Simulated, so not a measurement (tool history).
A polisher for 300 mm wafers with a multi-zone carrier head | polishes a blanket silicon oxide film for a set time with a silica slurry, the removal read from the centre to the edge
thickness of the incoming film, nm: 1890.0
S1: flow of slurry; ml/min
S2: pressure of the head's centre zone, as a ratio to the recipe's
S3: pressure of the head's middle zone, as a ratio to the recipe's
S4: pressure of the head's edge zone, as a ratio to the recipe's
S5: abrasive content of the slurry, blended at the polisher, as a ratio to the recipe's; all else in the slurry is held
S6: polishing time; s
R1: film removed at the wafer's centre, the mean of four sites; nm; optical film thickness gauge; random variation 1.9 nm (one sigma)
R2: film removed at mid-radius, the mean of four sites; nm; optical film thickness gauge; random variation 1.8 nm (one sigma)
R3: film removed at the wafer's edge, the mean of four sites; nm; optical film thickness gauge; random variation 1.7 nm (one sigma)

run 1 hour=0.0 | S1=300 S2=1.00 S3=1.00 S4=1.00 S5=1.00 S6=87 | R1=194.34 R2=185.03 R3=197.19
run 2 hour=6.7 | S1=300 S2=1.00 S3=1.03 S4=1.00 S5=1.00 S6=87 | R1=191.97 R2=188.81 R3=197.15
run 3 hour=7.4 | S1=300 S2=0.99 S3=1.01 S4=1.00 S5=0.95 S6=86 | R1=187.01 R2=181.89 R3=188.71
run 4 hour=9.8 | S1=365 S2=0.99 S3=1.01 S4=1.00 S5=0.95 S6=86 | R1=189.87 R2=185.87 R3=197.50
run 5 hour=17.1 | S1=360 S2=0.98 S3=0.99 S4=1.00 S5=0.90 S6=85 | R1=181.42 R2=177.89 R3=182.89
run 6 hour=23.1 | S1=360 S2=0.98 S3=0.99 S4=1.00 S5=0.90 S6=107 | R1=227.47 R2=225.20 R3=237.76
-- hour=24.8 edge zone pressure recalibrated
run 7 hour=24.8 | S1=355 S2=0.97 S3=0.97 S4=1.02 S5=0.85 S6=104 | R1=218.05 R2=216.83 R3=216.87
run 8 hour=29.1 | S1=440 S2=0.94 S3=0.87 S4=0.92 S5=1.10 S6=80 | R1=181.49 R2=166.49 R3=173.13
run 9 hour=32.1 | S1=430 S2=0.94 S3=0.86 S4=0.94 S5=1.05 S6=79 | R1=177.77 R2=160.37 R3=171.49

The next listed run, before its measurement:
run 10 hour=40.9 | S1=425 S2=0.93 S3=0.85 S4=0.95 S5=1.00 S6=78 | R1=? R2=? R3=?

{"run 10": {"R1": 169.96, "R2": 156.83, "R3": 169.51}}
